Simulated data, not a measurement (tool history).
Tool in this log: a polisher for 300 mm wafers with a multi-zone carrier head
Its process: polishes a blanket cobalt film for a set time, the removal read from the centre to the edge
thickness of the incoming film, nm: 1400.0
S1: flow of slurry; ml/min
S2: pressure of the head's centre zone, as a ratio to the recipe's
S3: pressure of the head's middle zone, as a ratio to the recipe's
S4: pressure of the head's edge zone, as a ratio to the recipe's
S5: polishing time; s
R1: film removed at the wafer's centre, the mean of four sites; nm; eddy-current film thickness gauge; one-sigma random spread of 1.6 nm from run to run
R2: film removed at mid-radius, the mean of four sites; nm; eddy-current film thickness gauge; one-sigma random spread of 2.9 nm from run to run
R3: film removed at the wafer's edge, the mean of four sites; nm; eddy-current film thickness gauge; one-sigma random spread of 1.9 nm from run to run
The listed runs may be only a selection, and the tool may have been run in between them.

run    day   S1    S2    S3    S4  S5      R1      R2      R3
  1  0.000  145  1.00  1.00  1.00  61  195.58  193.32  198.57
  2  0.371  145  0.93  1.00  1.00  61  184.26  193.87  194.94
  3  0.654  155  0.95  1.01  1.00  61  189.61  196.63  198.09
  4  0.833  165  0.97  1.02  1.00  61  193.54  205.21  202.18
  5  0.904  170  0.99  1.02  0.99  61  200.16  204.80  199.74
  6  1.100  175  1.00  1.02  1.00  61  202.93  197.91  200.73

Run 7, settings as shown, results not yet in. Your forecast:
  7  1.458  180  1.01  1.03  1.00  61   ?   ?   ?

Run 7 came out at R1 207.04 nm, R2 206.20 nm, R3 202.21 nm.
